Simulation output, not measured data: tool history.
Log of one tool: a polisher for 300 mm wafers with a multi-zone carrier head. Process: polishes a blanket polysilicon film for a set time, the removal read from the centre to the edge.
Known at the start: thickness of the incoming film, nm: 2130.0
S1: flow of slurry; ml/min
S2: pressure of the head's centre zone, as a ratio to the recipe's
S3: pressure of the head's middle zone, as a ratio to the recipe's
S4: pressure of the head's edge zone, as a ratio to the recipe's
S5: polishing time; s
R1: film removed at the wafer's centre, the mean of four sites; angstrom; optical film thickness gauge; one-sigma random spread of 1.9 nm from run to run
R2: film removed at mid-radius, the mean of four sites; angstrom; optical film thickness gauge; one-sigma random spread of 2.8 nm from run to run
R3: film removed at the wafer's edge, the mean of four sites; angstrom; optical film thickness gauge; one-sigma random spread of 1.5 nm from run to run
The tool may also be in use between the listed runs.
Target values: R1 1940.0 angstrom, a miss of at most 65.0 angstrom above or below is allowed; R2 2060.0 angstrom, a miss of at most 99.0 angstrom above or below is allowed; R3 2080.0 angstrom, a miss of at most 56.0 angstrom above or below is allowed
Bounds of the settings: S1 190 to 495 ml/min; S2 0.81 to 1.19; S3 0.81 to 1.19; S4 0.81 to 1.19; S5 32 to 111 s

| run | day | S1 | S2 | S3 | S4 | S5 | R1 | R2 | R3 |
|---|---|---|---|---|---|---|---|---|---|
| 1 | 0.000 | 320 | 1.00 | 1.00 | 1.00 | 71 | 2886.8 | 2981.5 | 2996.1 |
| 2 | 0.038 | 315 | 0.98 | 0.98 | 0.97 | 66 | 2681.3 | 2710.7 | 2778.6 |
| 3 | 0.279 | 315 | 0.98 | 0.98 | 1.01 | 66 | 2665.8 | 2688.5 | 2794.1 |
| 4 | 0.638 | 315 | 0.94 | 0.98 | 1.01 | 66 | 2509.9 | 2652.4 | 2799.1 |
| 5 | 0.871 | 380 | 0.94 | 0.98 | 1.01 | 66 | 2597.7 | 2685.4 | 2820.3 |
| 6 | 1.125 | 380 | 0.87 | 0.98 | 1.01 | 66 | 2370.3 | 2747.6 | 2869.9 |
| 7 | 1.362 | 385 | 0.88 | 0.98 | 0.98 | 61 | 2280.5 | 2564.2 | 2620.6 |
| 8 | 1.621 | 385 | 0.88 | 0.97 | 0.95 | 58 | 2163.4 | 2408.7 | 2473.9 |
| 9 | 1.783 | 385 | 0.88 | 0.96 | 0.93 | 56 | 2053.5 | 2311.7 | 2382.4 |
| 10 | 1.979 | 365 | 0.96 | 0.93 | 0.83 | 50 | 2018.0 | 2021.8 | 1988.9 |

Pick the move, out of 4, that brings all results within their allowed miss; only one does.
| A | 2.175 | 330 | 0.94 | 0.93 | 0.81 | 53 | ? | ? | ? |
| B | 2.175 | 225 | 1.12 | 1.03 | 0.81 | 48 | ? | ? | ? |
| C | 2.175 | 405 | 0.94 | 0.95 | 0.84 | 53 | ? | ? | ? |
| D | 2.175 | 375 | 0.90 | 0.93 | 0.83 | 52 | ? | ? | ? |

| move | R1 | R2 | R3 |
|---|---|---|---|
| A | 2027.7 | 2106.6 | 2119.7 |
| B | 2080.3 | 1973.9 | 1849.2 |
| C | 2068.0 | 2181.3 | 2175.5 |
| D | 1928.5 | 2091.4 | 2115.9 |
A: the furthest-off result lands on target, but another misses its tolerance
B: further off than the last run
C: pushes the last run's worst result past its target
D: every result within its allowed miss
D meets every target.
